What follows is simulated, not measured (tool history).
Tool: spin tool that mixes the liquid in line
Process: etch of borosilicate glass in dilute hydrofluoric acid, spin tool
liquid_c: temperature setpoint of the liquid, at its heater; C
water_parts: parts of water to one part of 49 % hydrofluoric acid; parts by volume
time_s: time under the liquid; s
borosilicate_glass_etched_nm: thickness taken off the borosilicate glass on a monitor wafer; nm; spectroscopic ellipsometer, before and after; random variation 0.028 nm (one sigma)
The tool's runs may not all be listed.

run	hour	liquid_c	water_parts	time_s	borosilicate_glass_etched_nm
1	0	24	180	35	6.0709
2	6.1	22	190	35	5.2681
3	9.8	22	145	35	7.2193
4	12.3	20.5	165	35	5.8657
5	16	20.5	165	35	5.8135
6	20.3	18	165	35	5.293
7	29.2	17.5	175	35	4.8639

Forecast run 8:
8	32.3	17.5	185	35	?

borosilicate_glass_etched_nm: 4.5612 nm

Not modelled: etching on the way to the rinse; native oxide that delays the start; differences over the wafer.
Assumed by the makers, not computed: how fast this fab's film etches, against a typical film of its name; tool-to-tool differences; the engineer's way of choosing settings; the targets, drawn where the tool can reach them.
